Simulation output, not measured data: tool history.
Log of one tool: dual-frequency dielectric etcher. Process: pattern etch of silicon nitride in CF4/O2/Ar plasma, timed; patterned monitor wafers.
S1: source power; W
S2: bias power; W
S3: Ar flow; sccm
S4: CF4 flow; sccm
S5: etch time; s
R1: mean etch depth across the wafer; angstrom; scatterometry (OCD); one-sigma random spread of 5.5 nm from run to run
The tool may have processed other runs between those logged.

run    day   S1  S2  S3  S4     S5     R1
  1      0  740  36  70  83  548.5  11788
  2  0.375  740  36  70  98  548.5  12106
  3  0.567  740  36  75  98  548.5  12069
  4  0.721  760  36  75  98  548.5  12174
  5  0.779  830  36  75  98  548.5  12945
  6  1.129  830  36  80  98  548.5  12831
  7  1.162  840  36  80  98  548.5  12927
  8  1.204  850  36  80  98  548.5  13050

Run 9, settings as shown, results not yet in. Your forecast:
  9  1.358  850  36  80  98  548.5   ?

For run 9 the tool returned R1 12967 angstrom.

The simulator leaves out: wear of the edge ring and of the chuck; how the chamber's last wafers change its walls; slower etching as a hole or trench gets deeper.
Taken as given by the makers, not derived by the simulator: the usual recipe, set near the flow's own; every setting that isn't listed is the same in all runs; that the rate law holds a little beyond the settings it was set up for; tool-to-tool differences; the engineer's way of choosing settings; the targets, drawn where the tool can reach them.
